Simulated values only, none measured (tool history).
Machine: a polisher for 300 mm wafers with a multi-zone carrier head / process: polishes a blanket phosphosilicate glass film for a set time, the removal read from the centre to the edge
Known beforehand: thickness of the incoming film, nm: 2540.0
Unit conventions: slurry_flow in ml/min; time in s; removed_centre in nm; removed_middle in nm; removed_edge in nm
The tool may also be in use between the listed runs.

run  hour  slurry_flow  centre_zone  middle_zone  edge_zone  slurry_solids  time  removed_centre  removed_middle  removed_edge
  1   0.0          245         1.00         1.00       1.00           1.00    57          359.36          356.60        346.46
  2   5.8          245         1.00         1.00       1.00           1.00    45          279.71          280.65        280.52
  3  12.6          245         1.00         1.00       0.96           1.00    45          287.48          279.39        268.68
  4  15.4          260         1.04         1.05       1.00           1.15    48          327.68          323.63        310.53
  5  18.6          260         1.04         1.05       1.00           1.30    48          338.58          339.75        315.73
  6  19.3          260         1.04         1.05       1.00           1.30    43          302.04          298.48        291.00
  7  22.4          270         1.06         1.08       1.03           1.35    49          357.61          361.23        327.77
  8  29.3          270         1.05         1.07       1.06           1.40    54          396.76          396.34        375.97
  9  32.5          275         1.05         1.10       1.09           1.45    57          424.71          430.56        403.94
 10  33.9          280         1.05         1.12       1.10           1.45    59          444.65          452.38        421.19
 11  40.3          285         1.05         1.14       1.11           1.45    61          449.31          481.37        445.27
 12  44.0          295         1.07         1.15       1.12           1.45    62          465.17          500.90        460.79

Run 13 has not been measured yet. What should we expect?
 13  52.9          305         1.09         1.16       1.12           1.45    62               ?               ?             ?

{"run 13": {"removed_centre": 482.06, "removed_middle": 499.57, "removed_edge": 445.24}}

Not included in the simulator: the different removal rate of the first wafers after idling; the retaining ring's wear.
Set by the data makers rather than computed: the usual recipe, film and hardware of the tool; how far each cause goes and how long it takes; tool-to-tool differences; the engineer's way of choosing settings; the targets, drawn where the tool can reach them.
